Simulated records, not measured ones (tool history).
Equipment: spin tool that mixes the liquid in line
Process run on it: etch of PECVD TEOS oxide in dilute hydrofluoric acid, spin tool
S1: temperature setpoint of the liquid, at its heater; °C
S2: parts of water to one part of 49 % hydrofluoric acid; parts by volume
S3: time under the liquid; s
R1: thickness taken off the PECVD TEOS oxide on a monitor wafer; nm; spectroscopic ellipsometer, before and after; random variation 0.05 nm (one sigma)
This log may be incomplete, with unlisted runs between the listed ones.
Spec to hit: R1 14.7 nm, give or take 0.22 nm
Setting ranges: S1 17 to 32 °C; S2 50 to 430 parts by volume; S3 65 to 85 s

run  hour    S1   S2  S3      R1
  1     0    24  240  85  8.1967
  2   2.1  21.5  240  85   7.462
  3   8.4  22.5  235  85  7.9188
  4  14.7  22.5  170  85  11.787
  5  21.5    23  170  85  11.982
  6  22.9    23  170  65  9.1084
  7    26    24  165  65  9.9018
  8  33.2    25  160  65  10.657
  9  38.4    26  155  65  11.458
 10  43.8  26.5  155  65  11.637
 11  44.7    27  155  65  11.905
 12  53.6    31  150  65  14.292
 13  56.4    31  150  65  14.311

Of the 4 settings listed for the next run, only one would bring every result within its allowed miss of target. Which one?
  A  59.2    32  150  65   ?
  B  59.2  26.5  165  85   ?
  C  59.2    31  155  65   ?
  D  59.2    28  175  85   ?

move      R1
   A  14.808
   B  14.167
   C   13.74
   D  13.939
A: every result lands within tolerance
B: further off than the last run
C: further off than the last run
D: further off than the last run
A meets every target.
